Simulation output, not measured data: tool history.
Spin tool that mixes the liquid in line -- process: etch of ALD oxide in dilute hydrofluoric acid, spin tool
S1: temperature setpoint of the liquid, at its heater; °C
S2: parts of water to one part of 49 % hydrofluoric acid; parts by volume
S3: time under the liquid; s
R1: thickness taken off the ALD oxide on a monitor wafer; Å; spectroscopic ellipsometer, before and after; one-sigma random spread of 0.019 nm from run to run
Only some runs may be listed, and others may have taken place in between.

run	hour	S1	S2	S3	R1
1	0.0	21.0	165	15	13.319
2	2.7	23.0	140	15	17.293
3	9.7	23.0	175	15	13.491
4	12.4	23.0	145	15	16.759
5	17.3	24.5	130	15	20.194
6	25.5	24.5	110	15	24.377
7	26.1	25.5	105	15	26.530

Expected results for the next run?
8	29.7	26.5	105	15	?

{"run 8": {"R1": 27.948}}
